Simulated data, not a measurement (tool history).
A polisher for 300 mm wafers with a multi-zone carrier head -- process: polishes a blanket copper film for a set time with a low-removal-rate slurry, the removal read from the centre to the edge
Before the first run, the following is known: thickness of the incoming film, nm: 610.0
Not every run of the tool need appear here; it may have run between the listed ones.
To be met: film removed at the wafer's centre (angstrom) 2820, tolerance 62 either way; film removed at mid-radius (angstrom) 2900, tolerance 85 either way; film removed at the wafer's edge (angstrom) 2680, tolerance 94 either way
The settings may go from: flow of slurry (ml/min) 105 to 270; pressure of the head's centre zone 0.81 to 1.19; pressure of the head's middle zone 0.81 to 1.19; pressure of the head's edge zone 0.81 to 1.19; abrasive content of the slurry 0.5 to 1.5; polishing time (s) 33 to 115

| run | hour | flow of slurry (ml/min) | pressure of the head's centre zone | pressure of the head's middle zone | pressure of the head's edge zone | abrasive content of the slurry | polishing time (s) | film removed at the wafer's centre (angstrom) | film removed at mid-radius (angstrom) | film removed at the wafer's edge (angstrom) |
|---|---|---|---|---|---|---|---|---|---|---|
| 1 | 0 | 175 | 1 | 1 | 1 | 1 | 73 | 2104.6 | 2014.3 | 2052.2 |
| 2 | 5.2 | 175 | 1.04 | 1 | 1 | 1 | 73 | 2204.7 | 1980.1 | 2080.5 |
| 3 | 6 | 175 | 1.04 | 0.92 | 1 | 1 | 73 | 2230.2 | 1894.9 | 2056.9 |
| 4 | 7.7 | 175 | 0.96 | 0.92 | 1 | 1 | 73 | 2022 | 1888.2 | 2042 |
| 5 | 14.1 | 185 | 0.97 | 0.96 | 1.01 | 1.1 | 74 | 2146.1 | 1977 | 2151.7 |
| 6 | 18.9 | 180 | 0.97 | 0.99 | 0.99 | 1.15 | 77 | 2224.2 | 2156.9 | 2236 |
| 7 | 25.4 | 185 | 0.98 | 1.02 | 0.99 | 1.2 | 78 | 2291.1 | 2245.1 | 2268.4 |
| 8 | 33.8 | 190 | 0.99 | 1.04 | 0.99 | 1.25 | 79 | 2362 | 2348.8 | 2334.4 |

4 candidate next runs follow, results not yet known. Just one meets every target within its allowed miss. Identify it.
| A | 42.2 | 190 | 1.01 | 1.12 | 0.98 | 1.25 | 92 | ? | ? | ? |
| B | 42.2 | 175 | 0.97 | 1.16 | 1.19 | 1.25 | 88 | ? | ? | ? |
| C | 42.2 | 160 | 1.09 | 0.95 | 1.04 | 1.3 | 64 | ? | ? | ? |
| D | 42.2 | 225 | 0.87 | 1.19 | 0.81 | 1.4 | 94 | ? | ? | ? |

| move | film removed at the wafer's centre (angstrom) | film removed at mid-radius (angstrom) | film removed at the wafer's edge (angstrom) |
|---|---|---|---|
| A | 2820.8 | 2891.7 | 2656 |
| B | 2553.9 | 2808.6 | 2772.6 |
| C | 2063 | 1726.8 | 1878.3 |
| D | 2592.6 | 3237 | 2574.7 |
A: every result within its allowed miss
B: nearer than the last run, and not there yet
C: moves away from the targets compared with the last run
D: nearer than the last run, and not there yet
Go with A: it meets all targets.

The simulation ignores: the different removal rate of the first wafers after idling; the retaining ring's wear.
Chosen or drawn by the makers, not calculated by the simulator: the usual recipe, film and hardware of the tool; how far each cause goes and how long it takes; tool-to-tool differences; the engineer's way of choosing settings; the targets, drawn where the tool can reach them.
